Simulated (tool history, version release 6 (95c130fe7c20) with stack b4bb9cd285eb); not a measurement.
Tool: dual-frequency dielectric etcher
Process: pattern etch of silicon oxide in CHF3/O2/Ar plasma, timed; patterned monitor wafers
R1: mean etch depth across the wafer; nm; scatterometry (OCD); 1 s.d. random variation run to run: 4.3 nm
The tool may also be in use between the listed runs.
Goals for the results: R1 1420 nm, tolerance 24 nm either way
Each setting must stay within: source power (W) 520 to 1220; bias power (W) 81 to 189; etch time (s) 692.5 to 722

{"run": 1, "hour": 0.0, "source power (W)": 870, "bias power (W)": 135, "etch time (s)": 692.5, "R1": 1536.4}
{"run": 2, "hour": 6.9, "source power (W)": 820, "bias power (W)": 134, "etch time (s)": 692.5, "R1": 1502.5}
{"run": 3, "hour": 14.2, "source power (W)": 820, "bias power (W)": 134, "etch time (s)": 722, "R1": 1562.6}
{"run": 4, "hour": 16.3, "source power (W)": 760, "bias power (W)": 133, "etch time (s)": 722, "R1": 1521.3}
{"run": 5, "hour": 18.5, "source power (W)": 760, "bias power (W)": 133, "etch time (s)": 692.5, "R1": 1461.3}
{"run": 6, "hour": 20.2, "source power (W)": 760, "bias power (W)": 133, "etch time (s)": 722, "R1": 1525.7}
{"run": 7, "hour": 28.8, "source power (W)": 710, "bias power (W)": 132, "etch time (s)": 722, "R1": 1490.1}
{"run": 8, "hour": 34.5, "source power (W)": 680, "bias power (W)": 131, "etch time (s)": 722, "R1": 1465.7}
{"run": 9, "hour": 42.0, "source power (W)": 660, "bias power (W)": 130, "etch time (s)": 722, "R1": 1448.7}

5 next moves are on the table. One of them brings every result within its allowed miss. Which?
{"run": "A", "hour": 49.5, "source power (W)": 740, "bias power (W)": 130, "etch time (s)": 715, "R1": "?"}
{"run": "B", "hour": 49.5, "source power (W)": 650, "bias power (W)": 127, "etch time (s)": 697, "R1": "?"}
{"run": "C", "hour": 49.5, "source power (W)": 650, "bias power (W)": 128, "etch time (s)": 711, "R1": "?"}
{"run": "D", "hour": 49.5, "source power (W)": 750, "bias power (W)": 125, "etch time (s)": 719.5, "R1": "?"}
{"run": "E", "hour": 49.5, "source power (W)": 680, "bias power (W)": 120, "etch time (s)": 692.5, "R1": "?"}

move=A R1=1486.4
move=B R1=1382.7
move=C R1=1414.6
move=D R1=1480.4
move=E R1=1363.3
A: moves away from the targets compared with the last run
B: the result that was furthest off in the last run now lies on the other side of its target
C: every result within its allowed miss
D: moves away from the targets compared with the last run
E: the result that was furthest off in the last run now lies on the other side of its target
Answer: C

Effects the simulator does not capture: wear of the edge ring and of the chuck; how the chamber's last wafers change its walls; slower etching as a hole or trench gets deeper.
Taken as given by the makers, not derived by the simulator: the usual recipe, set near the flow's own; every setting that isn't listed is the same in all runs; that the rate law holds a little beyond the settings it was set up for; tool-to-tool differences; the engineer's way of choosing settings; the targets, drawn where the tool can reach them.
